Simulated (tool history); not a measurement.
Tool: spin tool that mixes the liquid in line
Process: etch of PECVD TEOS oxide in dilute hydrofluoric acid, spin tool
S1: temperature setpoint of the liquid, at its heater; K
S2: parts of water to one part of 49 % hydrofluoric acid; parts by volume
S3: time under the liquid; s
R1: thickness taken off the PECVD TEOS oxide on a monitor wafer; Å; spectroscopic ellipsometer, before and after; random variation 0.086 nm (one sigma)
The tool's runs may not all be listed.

| run | hour | S1 | S2 | S3 | R1 |
|---|---|---|---|---|---|
| 1 | 0 | 297.15 | 115 | 140 | 193.61 |
| 2 | 2.1 | 295.65 | 125 | 140 | 160.35 |
| 3 | 6.3 | 295.65 | 125 | 155 | 181.62 |
| 4 | 13.9 | 295.65 | 85 | 155 | 279.32 |
| 5 | 21.6 | 295.65 | 85 | 155 | 282.15 |
| 6 | 22.2 | 294.15 | 105 | 155 | 210.99 |
| 7 | 25 | 293.15 | 120 | 155 | 172.23 |
| 8 | 31.7 | 292.65 | 130 | 155 | 152.39 |
| 9 | 33.8 | 292.15 | 140 | 155 | 139.8 |

Forecast run 10:
| 10 | 39.1 | 291.65 | 150 | 155 | ? |

{"run 10": {"R1": 125.3}}
